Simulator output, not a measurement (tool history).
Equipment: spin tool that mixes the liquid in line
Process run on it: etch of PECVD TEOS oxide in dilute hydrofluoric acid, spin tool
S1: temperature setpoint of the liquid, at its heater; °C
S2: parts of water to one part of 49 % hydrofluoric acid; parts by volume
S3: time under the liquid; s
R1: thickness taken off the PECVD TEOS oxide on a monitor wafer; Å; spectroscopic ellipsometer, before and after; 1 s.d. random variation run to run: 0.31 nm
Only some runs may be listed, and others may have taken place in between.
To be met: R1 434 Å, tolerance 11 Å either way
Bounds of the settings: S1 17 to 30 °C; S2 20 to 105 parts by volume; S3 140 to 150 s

run    day    S1  S2   S3      R1
  1      0    22  55  140  348.35
  2  0.079    22  70  140  261.38
  3  0.417    22  60  140  307.76
  4   0.55    24  60  140  341.92
  5  0.729    25  60  140  353.23
  6  0.958  23.5  60  140  333.07
  7  1.125    25  60  140  353.73
  8  1.367    26  60  140  370.33
  9  1.492    26  60  140  366.86
      1.85  -- thermometer replaced
 10   1.85    27  60  140  353.56
 11  2.142  27.5  60  140  353.76
 12  2.425    28  60  140  364.77
 13  2.633  28.5  60  140  374.48
 14      3    29  60  140  376.69

Consider the 4 candidate settings below. Which is the only one whose results all fall within their allowed miss of target?
  A  3.367    30  70  140   ?
  B  3.367    29  55  145   ?
  C  3.367  28.5  70  150   ?
  D  3.367  29.5  50  140   ?

move      R1
   A  333.05
   B  431.78
   C  336.68
   D  471.23
A: misses by more than the last run did
B: all results land within tolerance of their targets
C: misses by more than the last run did
D: the result that was furthest off in the last run now lies on the other side of its target
Move B is the one to make.

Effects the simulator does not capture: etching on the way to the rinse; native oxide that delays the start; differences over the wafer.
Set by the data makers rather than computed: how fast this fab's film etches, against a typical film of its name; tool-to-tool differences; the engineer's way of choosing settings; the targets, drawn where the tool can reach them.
